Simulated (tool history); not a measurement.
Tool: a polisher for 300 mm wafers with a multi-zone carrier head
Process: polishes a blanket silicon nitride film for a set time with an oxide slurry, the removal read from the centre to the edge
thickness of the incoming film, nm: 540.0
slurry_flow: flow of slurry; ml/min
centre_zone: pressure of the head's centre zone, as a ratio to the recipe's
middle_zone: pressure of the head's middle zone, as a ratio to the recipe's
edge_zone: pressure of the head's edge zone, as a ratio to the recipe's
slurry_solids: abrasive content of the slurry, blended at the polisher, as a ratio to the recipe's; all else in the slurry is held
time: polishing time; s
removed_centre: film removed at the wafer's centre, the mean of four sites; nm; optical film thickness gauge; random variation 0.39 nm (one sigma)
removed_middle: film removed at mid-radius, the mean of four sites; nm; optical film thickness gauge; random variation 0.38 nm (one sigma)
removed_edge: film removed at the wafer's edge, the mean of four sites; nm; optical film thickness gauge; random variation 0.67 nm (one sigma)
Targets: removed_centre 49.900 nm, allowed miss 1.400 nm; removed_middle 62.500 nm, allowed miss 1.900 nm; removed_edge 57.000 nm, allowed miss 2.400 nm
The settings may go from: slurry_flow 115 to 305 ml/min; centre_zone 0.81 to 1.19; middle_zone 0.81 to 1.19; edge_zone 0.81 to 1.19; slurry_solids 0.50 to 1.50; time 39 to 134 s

run	hour	slurry_flow	centre_zone	middle_zone	edge_zone	slurry_solids	time	removed_centre	removed_middle	removed_edge
1	0.0	195	1.00	1.00	1.00	1.00	86	44.210	44.812	44.112
2	8.3	195	1.00	1.00	1.00	0.85	86	40.049	40.696	40.131
3	13.8	195	1.03	1.00	1.00	0.85	86	41.147	41.255	41.411
4	19.3	195	1.03	1.00	0.96	0.85	86	41.187	41.083	39.710
5	26.3	165	1.03	1.00	0.96	0.85	86	41.076	39.685	39.655
6	33.9	175	1.01	1.05	1.02	0.95	87	42.618	44.572	43.923
7	35.5	200	1.01	1.09	1.06	1.00	87	45.154	48.197	46.270
8	36.8	210	0.98	1.12	1.09	1.05	87	45.728	51.352	48.551
9	37.8	210	0.98	1.12	1.09	1.05	87	44.710	51.348	48.366
10	43.4	220	0.97	1.14	1.11	1.10	87	46.322	53.571	50.062
11	49.9	230	0.96	1.15	1.13	1.15	87	46.843	54.862	51.854
12	53.9	235	0.95	1.16	1.13	1.20	87	47.831	56.683	54.105
13	60.9	240	0.94	1.17	1.11	1.25	87	48.220	58.258	53.698
14	68.3	245	0.93	1.18	1.11	1.25	87	48.051	58.830	53.723

4 next moves are on the table. One of them brings every result within its allowed miss. Which?
A	75.7	250	0.93	1.19	0.99	1.10	94	?	?	?
B	75.7	240	0.89	1.17	1.09	1.25	88	?	?	?
C	75.7	200	0.90	1.09	1.13	1.35	88	?	?	?
D	75.7	210	0.90	1.16	1.07	1.50	88	?	?	?

move	removed_centre	removed_middle	removed_edge
A	48.566	61.098	53.496
B	45.818	59.487	55.436
C	46.466	56.583	57.241
D	48.847	62.410	58.298
A: brings the result that was furthest off to its target, and leaves another outside
B: further off than the last run
C: further off than the last run
D: meets every target
The right move is D.
